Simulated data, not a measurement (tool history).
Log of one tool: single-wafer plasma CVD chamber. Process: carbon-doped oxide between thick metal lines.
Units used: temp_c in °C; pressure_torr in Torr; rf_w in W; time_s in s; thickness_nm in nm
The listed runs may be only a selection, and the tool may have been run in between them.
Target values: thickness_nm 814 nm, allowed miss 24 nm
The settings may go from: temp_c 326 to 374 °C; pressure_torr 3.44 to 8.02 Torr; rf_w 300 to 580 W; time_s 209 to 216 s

run	day	temp_c	pressure_torr	rf_w	time_s	thickness_nm
1	0	350	5.73	440	209	983.07
2	0.038	359	5.73	440	209	965.73
3	0.188	360	5.63	420	209	931.61
4	0.546	360	5.02	420	209	915.43
5	0.596	361	4.92	405	209	883.85
6	0.808	361	4.92	455	209	946.82
7	1.188	362	4.71	440	209	925.67
8	1.25	363	4.57	425	209	890.54
9	1.321	364	4.41	420	209	872.08
10	1.346	364	4.27	415	209	861.93
11	1.404	364	4.15	410	209	851.84
12	1.675	364	4.05	405	209	851.38

5 next moves are on the table. One of them brings every result within its allowed miss. Which?
A	1.946	361	4.35	380	216	?
B	1.946	356	3.44	455	209	?
C	1.946	367	3.76	370	216	?
D	1.946	367	3.98	400	216	?
E	1.946	362	3.93	430	214	?

move	thickness_nm
A	860.61
B	903.36
C	813
D	861.66
E	899.35
A: the biggest miss grows against the last run
B: the biggest miss grows against the last run
C: every result lands within tolerance
D: the biggest miss grows against the last run
E: the biggest miss grows against the last run
C meets every target.
